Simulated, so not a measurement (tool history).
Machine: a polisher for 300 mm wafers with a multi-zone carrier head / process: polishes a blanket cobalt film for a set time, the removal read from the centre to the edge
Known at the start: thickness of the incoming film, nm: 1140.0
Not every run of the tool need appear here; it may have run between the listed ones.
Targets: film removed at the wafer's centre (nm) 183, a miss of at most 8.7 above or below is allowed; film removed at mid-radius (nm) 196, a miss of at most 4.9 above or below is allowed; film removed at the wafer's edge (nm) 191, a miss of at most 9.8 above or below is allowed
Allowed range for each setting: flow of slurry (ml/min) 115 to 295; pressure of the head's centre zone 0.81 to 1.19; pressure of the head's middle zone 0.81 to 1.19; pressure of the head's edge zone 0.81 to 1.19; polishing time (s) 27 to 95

run,hour,flow of slurry (ml/min),pressure of the head's centre zone,pressure of the head's middle zone,pressure of the head's edge zone,polishing time (s),film removed at the wafer's centre (nm),film removed at mid-radius (nm),film removed at the wafer's edge (nm)
1,0,190,1,1,1,61,154.66,147.61,152.85
2,7.1,200,1,1.04,1.04,63,157.84,159.52,161.84
3,10.3,200,1,1.04,0.98,63,160.6,158.5,153.84
4,14.8,210,1.02,1.07,1.02,64,169.84,167.13,167.87
5,21.2,210,1.02,1.07,1.02,76,197.74,197.54,197.44
6,25.9,210,1.02,1.07,1.02,88,232.15,230.31,225.89
7,27.1,210,1.02,1.07,1.02,88,227.85,229.81,223.98
8,33.9,195,0.99,1.05,1.01,88,217.55,224.06,213.38
9,39,145,0.89,0.95,1.04,86,185.08,195.52,211.08
10,45.7,145,0.89,0.96,1.01,86,188.58,198.01,206.49
11,48.3,140,0.88,0.96,0.99,86,184.82,193.56,208.03
12,56.4,145,0.89,0.99,0.97,85,184.01,198.99,205.44
13,60.3,145,0.89,0.99,0.97,85,184.72,199.81,201.03
14,65.9,140,0.89,0.99,0.96,85,185.7,197.44,201.2

Exactly one of the 5 candidate moves below puts every result within its allowed miss. Which one?
A,71.5,165,0.81,0.94,1.03,90,?,?,?
B,71.5,115,0.84,0.86,1.02,95,?,?,?
C,71.5,185,0.94,1.07,0.99,77,?,?,?
D,71.5,145,0.84,0.93,1.08,87,?,?,?
E,71.5,155,0.92,0.95,0.99,92,?,?,?

move,film removed at the wafer's centre (nm),film removed at mid-radius (nm),film removed at the wafer's edge (nm)
A,187.4,211.36,224.46
B,190.63,198.03,226.09
C,186.01,200.71,190.75
D,182.78,198.79,218.45
E,211.75,215.44,223.93
A: its largest miss is bigger than the last run's
B: its largest miss is bigger than the last run's
C: all results land within tolerance of their targets
D: its largest miss is bigger than the last run's
E: its largest miss is bigger than the last run's
The right move is C.
